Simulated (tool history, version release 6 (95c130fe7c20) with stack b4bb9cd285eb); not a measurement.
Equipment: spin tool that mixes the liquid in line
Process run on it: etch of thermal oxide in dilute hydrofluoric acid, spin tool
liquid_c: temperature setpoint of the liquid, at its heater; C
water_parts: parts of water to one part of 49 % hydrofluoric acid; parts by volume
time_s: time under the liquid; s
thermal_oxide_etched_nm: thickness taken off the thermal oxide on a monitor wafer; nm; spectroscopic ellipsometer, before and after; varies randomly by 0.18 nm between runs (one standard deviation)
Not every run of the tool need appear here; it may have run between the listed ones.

| run | hour | liquid_c | water_parts | time_s | thermal_oxide_etched_nm |
|---|---|---|---|---|---|
| 1 | 0.0 | 20.0 | 200 | 320 | 5.1308 |
| 2 | 2.4 | 20.0 | 200 | 345 | 5.5031 |
| 3 | 9.5 | 20.0 | 200 | 320 | 4.9993 |
| 4 | 15.0 | 21.0 | 180 | 320 | 6.1010 |
| 5 | 17.8 | 23.5 | 180 | 320 | 6.6671 |
| 6 | 21.8 | 22.0 | 180 | 320 | 6.1686 |
| 7 | 24.8 | 22.5 | 165 | 320 | 7.0489 |
|  | 29.6 | hydrofluoric acid flow meter replaced |
| 8 | 29.6 | 23.0 | 155 | 320 | 8.4270 |
| 9 | 34.6 | 23.5 | 150 | 320 | 8.9280 |
| 10 | 35.2 | 24.0 | 145 | 320 | 9.5592 |
| 11 | 41.6 | 28.0 | 70 | 320 | 25.2170 |
| 12 | 50.3 | 27.5 | 70 | 320 | 25.2550 |
| 13 | 53.4 | 23.5 | 105 | 320 | 13.6650 |
| 14 | 57.9 | 24.0 | 105 | 320 | 13.8170 |

Run 15 comes next. What will it give?
| 15 | 60.5 | 28.0 | 95 | 320 | ? |

Run 15 produced thermal_oxide_etched_nm 18.0250 nm.
